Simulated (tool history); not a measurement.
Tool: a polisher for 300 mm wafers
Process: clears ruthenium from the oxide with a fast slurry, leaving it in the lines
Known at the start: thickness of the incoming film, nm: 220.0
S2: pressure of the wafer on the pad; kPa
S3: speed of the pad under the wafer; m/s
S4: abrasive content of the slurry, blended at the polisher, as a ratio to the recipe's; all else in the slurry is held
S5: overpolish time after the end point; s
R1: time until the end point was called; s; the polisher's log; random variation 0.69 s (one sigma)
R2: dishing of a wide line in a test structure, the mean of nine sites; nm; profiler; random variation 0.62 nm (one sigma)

{"run": 1, "hour": 0.0, "flow of slurry (ml/min)": 280, "S2": 22.1, "S3": 1.24, "S4": 1.0, "S5": 24, "R1": 47.814, "R2": 66.657}
{"run": 2, "hour": 0.7, "flow of slurry (ml/min)": 280, "S2": 17.9, "S3": 1.24, "S4": 1.0, "S5": 24, "R1": 57.188, "R2": 57.047}
{"run": 3, "hour": 3.4, "flow of slurry (ml/min)": 280, "S2": 15.9, "S3": 1.24, "S4": 1.0, "S5": 22, "R1": 63.812, "R2": 50.881}
{"run": 4, "hour": 4.1, "flow of slurry (ml/min)": 280, "S2": 15.2, "S3": 1.24, "S4": 1.0, "S5": 20, "R1": 65.997, "R2": 45.816}
{"run": 5, "hour": 8.3, "flow of slurry (ml/min)": 280, "S2": 14.5, "S3": 1.24, "S4": 1.0, "S5": 19, "R1": 69.883, "R2": 44.263}
{"run": 6, "hour": 15.1, "flow of slurry (ml/min)": 280, "S2": 14.5, "S3": 1.24, "S4": 1.0, "S5": 26, "R1": 68.192, "R2": 57.455}
{"run": 7, "hour": 17.7, "flow of slurry (ml/min)": 280, "S2": 13.8, "S3": 1.24, "S4": 1.0, "S5": 23, "R1": 72.633, "R2": 50.786}
{"run": 8, "hour": 24.1, "flow of slurry (ml/min)": 285, "S2": 14.5, "S3": 1.24, "S4": 1.0, "S5": 12, "R1": 67.648, "R2": 32.121}
{"run": 9, "hour": 25.5, "flow of slurry (ml/min)": 280, "S2": 13.8, "S3": 1.24, "S4": 1.0, "S5": 14, "R1": 70.207, "R2": 33.759}

The next listed run, before its measurement:
{"run": 10, "hour": 28.5, "flow of slurry (ml/min)": 280, "S2": 13.8, "S3": 1.24, "S4": 1.0, "S5": 14, "R1": "?", "R2": "?"}

Run 10 gave R1 72.135 s, R2 34.211 nm.

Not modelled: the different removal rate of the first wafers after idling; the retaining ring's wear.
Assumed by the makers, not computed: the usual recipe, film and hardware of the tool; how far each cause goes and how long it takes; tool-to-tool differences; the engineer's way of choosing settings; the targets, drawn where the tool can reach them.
